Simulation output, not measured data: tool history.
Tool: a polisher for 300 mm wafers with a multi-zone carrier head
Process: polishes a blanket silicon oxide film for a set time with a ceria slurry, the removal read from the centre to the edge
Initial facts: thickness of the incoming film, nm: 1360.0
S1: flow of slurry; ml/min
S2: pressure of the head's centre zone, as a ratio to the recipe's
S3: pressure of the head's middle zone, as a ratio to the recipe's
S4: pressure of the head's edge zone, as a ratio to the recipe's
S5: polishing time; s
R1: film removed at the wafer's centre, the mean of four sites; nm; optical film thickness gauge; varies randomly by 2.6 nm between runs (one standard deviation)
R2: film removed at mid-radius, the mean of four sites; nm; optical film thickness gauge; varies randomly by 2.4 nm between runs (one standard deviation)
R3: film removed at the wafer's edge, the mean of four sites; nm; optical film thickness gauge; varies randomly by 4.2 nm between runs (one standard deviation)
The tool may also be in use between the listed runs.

| run | hour | S1 | S2 | S3 | S4 | S5 | R1 | R2 | R3 |
|---|---|---|---|---|---|---|---|---|---|
| 1 | 0 | 170 | 1 | 1 | 1 | 86 | 406.68 | 410.87 | 408.96 |
| 2 | 2.4 | 170 | 1 | 0.92 | 1 | 86 | 408.9 | 382.82 | 406.18 |
| 3 | 9.5 | 155 | 1 | 0.92 | 1 | 86 | 392.22 | 379.6 | 402.51 |
| 4 | 14.5 | 155 | 1 | 0.92 | 1 | 94 | 436.09 | 415.64 | 442.03 |
| 5 | 17.4 | 155 | 1.07 | 0.92 | 1 | 94 | 472.3 | 407.73 | 440.5 |
| 6 | 23.6 | 150 | 1.03 | 0.92 | 0.98 | 92 | 434.49 | 394.25 | 422.21 |
| 7 | 31.6 | 150 | 1.03 | 0.92 | 0.98 | 92 | 435.21 | 398.29 | 428.6 |

The next listed run, before its measurement:
| 8 | 34.9 | 150 | 1.03 | 0.92 | 0.98 | 92 | ? | ? | ? |

{"run 8": {"R1": 436.59, "R2": 398.58, "R3": 431.1}}
